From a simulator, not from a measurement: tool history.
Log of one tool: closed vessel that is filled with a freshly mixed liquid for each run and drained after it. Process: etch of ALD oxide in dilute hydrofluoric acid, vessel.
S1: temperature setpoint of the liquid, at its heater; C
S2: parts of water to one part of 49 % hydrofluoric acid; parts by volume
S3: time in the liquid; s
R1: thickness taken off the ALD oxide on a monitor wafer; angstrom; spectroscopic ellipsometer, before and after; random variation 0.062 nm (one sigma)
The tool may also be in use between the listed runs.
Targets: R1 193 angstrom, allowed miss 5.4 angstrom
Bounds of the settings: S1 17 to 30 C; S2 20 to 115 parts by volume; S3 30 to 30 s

{"run": 1, "day": 0.0, "S1": 22, "S2": 65, "S3": 30, "R1": 82.059}
{"run": 2, "day": 0.338, "S1": 22, "S2": 80, "S3": 30, "R1": 66.082}
{"run": 3, "day": 0.621, "S1": 24, "S2": 65, "S3": 30, "R1": 89.355}
{"run": 4, "day": 0.729, "S1": 22.5, "S2": 65, "S3": 30, "R1": 83.753}
{"run": 5, "day": 1.058, "S1": 24.5, "S2": 55, "S3": 30, "R1": 109.52}
{"run": 6, "day": 1.188, "S1": 24.5, "S2": 55, "S3": 30, "R1": 108.95}
{"run": 7, "day": 1.321, "S1": 24.5, "S2": 55, "S3": 30, "R1": 108.88}
{"day": 1.412, "done": "thermometer replaced"}
{"run": 8, "day": 1.412, "S1": 26, "S2": 50, "S3": 30, "R1": 137.26}
{"run": 9, "day": 1.538, "S1": 27, "S2": 50, "S3": 30, "R1": 142.64}
{"run": 10, "day": 1.75, "S1": 28, "S2": 50, "S3": 30, "R1": 147.89}
{"run": 11, "day": 1.942, "S1": 28.5, "S2": 50, "S3": 30, "R1": 152.21}
{"run": 12, "day": 2.096, "S1": 29, "S2": 50, "S3": 30, "R1": 154.01}

Which of these 4 next moves meets every target?
{"run": "A", "day": 2.25, "S1": 30, "S2": 40, "S3": 30, "R1": "?"}
{"run": "B", "day": 2.25, "S1": 28.5, "S2": 40, "S3": 30, "R1": "?"}
{"run": "C", "day": 2.25, "S1": 30, "S2": 45, "S3": 30, "R1": "?"}
{"run": "D", "day": 2.25, "S1": 27.5, "S2": 35, "S3": 30, "R1": "?"}

move=A R1=202.91
move=B R1=191.13
move=C R1=178.96
move=D R1=211.37
A: takes the result that was furthest off past its target
B: meets every target
C: nearer than the last run, and not there yet
D: takes the result that was furthest off past its target
Move B is the one to make.
